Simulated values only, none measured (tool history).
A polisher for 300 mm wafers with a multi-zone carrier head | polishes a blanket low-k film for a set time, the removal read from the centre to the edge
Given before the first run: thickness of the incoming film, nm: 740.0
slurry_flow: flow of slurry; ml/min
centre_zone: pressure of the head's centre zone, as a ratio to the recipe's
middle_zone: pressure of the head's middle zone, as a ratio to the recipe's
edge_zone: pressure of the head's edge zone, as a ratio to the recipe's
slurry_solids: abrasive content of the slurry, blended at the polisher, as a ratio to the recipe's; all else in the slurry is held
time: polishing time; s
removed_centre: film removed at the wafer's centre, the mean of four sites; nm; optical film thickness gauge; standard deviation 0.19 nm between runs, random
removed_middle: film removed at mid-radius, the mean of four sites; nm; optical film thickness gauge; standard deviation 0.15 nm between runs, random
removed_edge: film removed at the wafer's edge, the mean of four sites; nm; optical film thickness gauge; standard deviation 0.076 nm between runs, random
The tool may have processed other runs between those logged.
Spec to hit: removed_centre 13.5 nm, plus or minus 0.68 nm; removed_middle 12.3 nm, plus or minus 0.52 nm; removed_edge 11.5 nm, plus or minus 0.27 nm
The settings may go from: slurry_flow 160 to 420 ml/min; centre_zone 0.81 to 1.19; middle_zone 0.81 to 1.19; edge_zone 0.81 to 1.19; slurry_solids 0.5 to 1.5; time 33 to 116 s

run    day  slurry_flow  centre_zone  middle_zone  edge_zone  slurry_solids  time  removed_centre  removed_middle  removed_edge
  1      0          270            1            1          1              1    74          19.001          19.828        19.098
  2  0.025          270         1.01         0.99       0.98            0.9    72          18.443          18.345        17.561
  3  0.321          270         1.01         0.94       0.98            0.9    72          18.088          17.333        17.595
  4  0.429          215         1.01         0.94       0.98            0.9    72          17.489          16.436        17.221
  5  0.667          215         1.01         0.94       1.05            0.9    72          17.335          16.647        17.652
  6  0.779          215         1.01         0.99       1.05            0.9    72           16.97           17.87        17.524
  7  0.954          215         1.02         0.99       1.03           0.85    70           16.52          16.646        16.687
  8  1.292          225         1.03            1       1.01            0.8    68          15.588            15.8        15.315
  9  1.388          220         1.04            1       0.99           0.75    68          15.299          15.478        14.992
 10  1.679          265         1.14         1.01       0.89            0.5    54          11.117          9.9215        9.0098
 11  1.725          270         1.15         1.02       0.92           0.55    54          11.783           10.84        9.8029
 12  2.004          280         1.16         1.02       0.94           0.55    54          11.691          10.526        9.9313
 13  2.175          280         1.16         1.02       0.94            0.6    54          12.336           11.12        10.359
 14  2.329          285         1.16         1.03       0.95            0.6    54          12.654          11.411        10.376
 15    2.5          290         1.16         1.03       0.96            0.6    54          12.585          11.361        10.567

4 candidate next runs follow, results not yet known. Just one meets every target within its allowed miss. Identify it.
  A  2.671          205         1.14         1.01       0.93            0.6    62               ?               ?             ?
  B  2.671          245         1.02         0.99       1.14            0.5    62               ?               ?             ?
  C  2.671          290         1.07            1       1.04           0.55    57               ?               ?             ?
  D  2.671          325         1.17         0.91       0.91            0.6    57               ?               ?             ?

move  removed_centre  removed_middle  removed_edge
   A          13.363          12.562        11.431
   B          11.022          11.365        11.543
   C          11.531          11.398        10.907
   D          13.446          11.214        10.884
A: each result inside its tolerance
B: brings the result that was furthest off to its target, and leaves another outside
C: closer than the last run, but not yet in spec
D: closer than the last run, but not yet in spec
Move A is the one to make.
